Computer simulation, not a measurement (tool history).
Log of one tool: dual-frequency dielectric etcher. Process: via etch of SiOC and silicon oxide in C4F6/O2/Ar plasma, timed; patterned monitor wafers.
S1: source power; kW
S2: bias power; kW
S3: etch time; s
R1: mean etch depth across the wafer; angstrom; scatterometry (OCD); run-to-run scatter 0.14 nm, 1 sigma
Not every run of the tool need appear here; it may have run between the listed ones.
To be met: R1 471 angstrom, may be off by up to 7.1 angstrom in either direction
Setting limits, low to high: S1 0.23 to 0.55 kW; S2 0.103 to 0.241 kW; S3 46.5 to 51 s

{"run": 1, "hour": 0.0, "S1": 0.39, "S2": 0.172, "S3": 51, "R1": 577.31}
{"run": 2, "hour": 6.8, "S1": 0.39, "S2": 0.2, "S3": 51, "R1": 614.3}
{"run": 3, "hour": 8.1, "S1": 0.34, "S2": 0.183, "S3": 50.5, "R1": 534.76}
{"run": 4, "hour": 10.0, "S1": 0.31, "S2": 0.183, "S3": 50.5, "R1": 503.89}
{"run": 5, "hour": 15.6, "S1": 0.3, "S2": 0.183, "S3": 50.5, "R1": 492.04}
{"run": 6, "hour": 19.3, "S1": 0.3, "S2": 0.183, "S3": 46.5, "R1": 452.18}
{"run": 7, "hour": 24.4, "S1": 0.34, "S2": 0.185, "S3": 46.5, "R1": 498.9}
{"run": 8, "hour": 33.3, "S1": 0.33, "S2": 0.185, "S3": 46.5, "R1": 488.1}

Which one of the following 4 next-run settings gets every result inside its allowed miss? There is exactly one.
{"run": "A", "hour": 42.2, "S1": 0.33, "S2": 0.187, "S3": 46.5, "R1": "?"}
{"run": "B", "hour": 42.2, "S1": 0.36, "S2": 0.144, "S3": 47.5, "R1": "?"}
{"run": "C", "hour": 42.2, "S1": 0.32, "S2": 0.154, "S3": 48.5, "R1": "?"}
{"run": "D", "hour": 42.2, "S1": 0.32, "S2": 0.173, "S3": 51, "R1": "?"}

move=A R1=489.28
move=B R1=473.92
move=C R1=459.37
move=D R1=507.96
A: lands further from the targets than the last run did
B: all results land within tolerance of their targets
C: pushes the last run's worst result past its target
D: lands further from the targets than the last run did
B is the move that brings every result within its allowed miss.
